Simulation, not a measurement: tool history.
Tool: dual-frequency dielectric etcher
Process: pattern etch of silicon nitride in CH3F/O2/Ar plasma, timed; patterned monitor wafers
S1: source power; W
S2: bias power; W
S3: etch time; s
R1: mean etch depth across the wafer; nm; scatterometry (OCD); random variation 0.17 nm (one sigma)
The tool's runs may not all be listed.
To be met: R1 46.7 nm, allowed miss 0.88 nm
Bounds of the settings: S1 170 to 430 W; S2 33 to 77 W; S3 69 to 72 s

run	day	S1	S2	S3	R1
1	0	300	55	69	42.141
2	0.15	300	60	69	43.468
3	0.2	310	60	69	43.96
4	0.488	260	60	69	41.116
5	0.646	280	60	69	42.25
6	0.8	300	60	69	43.144
7	1.179	310	61	69	44.247
8	1.538	310	61	69	43.692
9	1.767	320	62	69	45.084
10	2.088	330	62	69	45.283

5 next moves are on the table. One of them brings every result within its allowed miss. Which?
A	2.408	330	59	69	?
B	2.408	330	60	69	?
C	2.408	340	58	72	?
D	2.408	340	65	71	?
E	2.408	340	53	70.5	?

move	R1
A	44.736
B	44.979
C	46.941
D	48.028
E	44.676
A: further off than the last run
B: further off than the last run
C: meets every target
D: takes the result that was furthest off past its target
E: further off than the last run
Move C is the one to make.
